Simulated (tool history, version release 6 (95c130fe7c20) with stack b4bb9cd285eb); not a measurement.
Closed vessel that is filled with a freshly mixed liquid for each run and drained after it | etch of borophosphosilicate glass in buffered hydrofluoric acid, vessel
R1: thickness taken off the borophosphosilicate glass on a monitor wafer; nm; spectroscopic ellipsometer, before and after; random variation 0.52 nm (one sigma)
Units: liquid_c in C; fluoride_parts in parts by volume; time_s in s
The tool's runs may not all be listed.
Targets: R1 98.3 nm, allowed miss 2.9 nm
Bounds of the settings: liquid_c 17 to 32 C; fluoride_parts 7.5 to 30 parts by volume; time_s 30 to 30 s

run 1 day=0 | liquid_c=24 fluoride_parts=21 time_s=30 | R1=47.904
run 2 day=0.121 | liquid_c=25.5 fluoride_parts=19.5 time_s=30 | R1=55.317
run 3 day=0.471 | liquid_c=25.5 fluoride_parts=19.5 time_s=30 | R1=55.374
run 4 day=0.692 | liquid_c=25.5 fluoride_parts=19.5 time_s=30 | R1=55.68
run 5 day=0.829 | liquid_c=25.5 fluoride_parts=25 time_s=30 | R1=45.884
run 6 day=1.167 | liquid_c=23.5 fluoride_parts=25 time_s=30 | R1=41.234
run 7 day=1.283 | liquid_c=25 fluoride_parts=22.5 time_s=30 | R1=48.146
run 8 day=1.621 | liquid_c=26.5 fluoride_parts=20.5 time_s=30 | R1=55.547
run 9 day=1.904 | liquid_c=27.5 fluoride_parts=18.5 time_s=30 | R1=64.787
run 10 day=2.033 | liquid_c=27.5 fluoride_parts=18.5 time_s=30 | R1=64.169
run 11 day=2.188 | liquid_c=28.5 fluoride_parts=17.5 time_s=30 | R1=72.286
run 12 day=2.262 | liquid_c=29 fluoride_parts=17 time_s=30 | R1=75.248
run 13 day=2.288 | liquid_c=32 fluoride_parts=13.5 time_s=30 | R1=111.78
run 14 day=2.317 | liquid_c=31.5 fluoride_parts=13.5 time_s=30 | R1=109.06
run 15 day=2.612 | liquid_c=31 fluoride_parts=13.5 time_s=30 | R1=104.99

Which of these 4 next moves meets every target?
run A day=2.908 | liquid_c=30.5 fluoride_parts=14 time_s=30 | R1=?
run B day=2.908 | liquid_c=28.5 fluoride_parts=11.5 time_s=30 | R1=?
run C day=2.908 | liquid_c=31.5 fluoride_parts=13.5 time_s=30 | R1=?
run D day=2.908 | liquid_c=31.5 fluoride_parts=13 time_s=30 | R1=?

move=A R1=99.736
move=B R1=108.99
move=C R1=108.86
move=D R1=112.97
A: meets every target
B: further off than the last run
C: further off than the last run
D: further off than the last run
Move A is the one to make.
